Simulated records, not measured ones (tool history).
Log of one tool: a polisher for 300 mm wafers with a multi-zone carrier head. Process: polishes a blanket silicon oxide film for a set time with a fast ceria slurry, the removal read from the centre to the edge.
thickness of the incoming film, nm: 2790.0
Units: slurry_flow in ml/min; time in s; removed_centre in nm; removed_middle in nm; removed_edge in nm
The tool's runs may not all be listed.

run	hour	slurry_flow	centre_zone	middle_zone	edge_zone	time	removed_centre	removed_middle	removed_edge
1	0	275	1	1	1	44	1051.8	1074.8	1102.5
2	7.4	270	0.99	0.98	0.97	41	966.56	980.21	1025.5
3	13.7	270	0.99	0.97	0.95	39	919.19	942.55	962.05
4	19.3	270	0.93	0.97	0.95	39	869.09	928.7	968.73
5	24	270	0.86	0.97	0.95	39	815.2	922.83	967.79
6	32.2	270	0.88	0.95	0.93	37	787.48	863.98	913.42
7	40.6	270	0.9	0.94	0.91	36	787.34	838.31	878.48

Run 8 comes next. What will it give?
# hour 47.3: edge zone pressure recalibrated
8	47.3	265	0.9	0.93	0.89	35	?	?	?

{"run 8": {"removed_centre": 769.78, "removed_middle": 796.71, "removed_edge": 815.01}}

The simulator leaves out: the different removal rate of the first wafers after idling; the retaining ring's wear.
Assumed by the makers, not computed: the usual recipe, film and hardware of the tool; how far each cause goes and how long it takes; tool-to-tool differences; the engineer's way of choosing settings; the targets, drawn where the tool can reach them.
